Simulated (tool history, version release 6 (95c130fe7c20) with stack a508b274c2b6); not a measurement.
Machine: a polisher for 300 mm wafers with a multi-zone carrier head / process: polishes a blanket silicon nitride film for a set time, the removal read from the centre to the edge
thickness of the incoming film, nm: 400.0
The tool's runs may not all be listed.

run  hour  flow of slurry (ml/min)  pressure of the head's centre zone  pressure of the head's middle zone  pressure of the head's edge zone  polishing time (s)  film removed at the wafer's centre (nm)  film removed at mid-radius (nm)  film removed at the wafer's edge (nm)
  1   0.0                      135                                1.00                                1.00                              1.00                  73                                   168.48                           170.76                                 168.08
  2   1.2                      125                                0.95                                1.00                              1.01                  73                                   151.93                           166.25                                 165.72
  3   8.0                      115                                0.93                                1.01                              1.01                  73                                   146.58                           169.72                                 163.46
  4  11.8                      145                                0.93                                1.01                              1.01                  73                                   160.73                           178.22                                 170.74
  5  18.9                      130                                0.91                                1.00                              1.02                  73                                   149.40                           167.59                                 168.44
  6  27.8                      120                                0.90                                1.00                              1.02                  73                                   143.56                           167.35                                 166.75

Run 7 has not been measured yet. What should we expect?
  7  32.3                      115                                0.89                                1.00                              1.02                  73                                        ?                                ?                                      ?

Run 7 gave film removed at the wafer's centre (nm) 137.31, film removed at mid-radius (nm) 161.18, film removed at the wafer's edge (nm) 165.52.
